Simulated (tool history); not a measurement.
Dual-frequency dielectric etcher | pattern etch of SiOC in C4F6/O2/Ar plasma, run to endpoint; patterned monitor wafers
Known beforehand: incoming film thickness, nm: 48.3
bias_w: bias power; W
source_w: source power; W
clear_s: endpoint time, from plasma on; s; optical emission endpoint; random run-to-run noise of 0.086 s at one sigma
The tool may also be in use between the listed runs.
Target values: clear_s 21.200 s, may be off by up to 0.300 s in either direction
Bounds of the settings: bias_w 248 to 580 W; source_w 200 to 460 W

run	day	bias_w	source_w	clear_s
1	0.000	414	330	18.444
2	0.350	365	330	19.294
3	0.658	365	380	18.590
4	0.775	326	370	19.276
5	0.896	351	370	19.036
6	1.271	310	370	19.541
7	1.396	289	360	19.902
8	1.521	275	340	20.427
9	1.642	266	330	20.743

5 candidate next runs follow, results not yet known. Just one meets every target within its allowed miss. Identify it.
A	1.762	271	350	?
B	1.762	273	340	?
C	1.762	284	350	?
D	1.762	259	310	?
E	1.762	290	330	?

move	clear_s
A	20.464
B	20.548
C	20.219
D	21.215
E	20.351
A: misses by more than the last run did
B: misses by more than the last run did
C: misses by more than the last run did
D: meets every target
E: misses by more than the last run did
D meets every target.
